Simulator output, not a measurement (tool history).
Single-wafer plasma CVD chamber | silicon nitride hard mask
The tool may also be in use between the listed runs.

run	hour	heater temperature setpoint (deg C)	chamber pressure (Torr)	RF power (W)	deposition time (s)	mean film thickness on the monitor wafer (Å)
1	0	400	1.61	265	69.5	671.31
2	0.9	400	1.61	240	69.5	626.64
3	3.4	400	1.61	240	69.5	627.3
4	6.5	400	1.61	240	69.5	623.53
5	8.3	400	1.48	235	69.5	603.45
6	13	400	1.38	230	69.5	582.77
# hour 19.9: thermocouple changed; heater temperature recalibrated
7	19.9	400	1.32	230	69.5	572.87

Run 8 comes next. What will it give?
8	21.1	400	1.28	230	69.5	?

mean film thickness on the monitor wafer (Å): 567.61
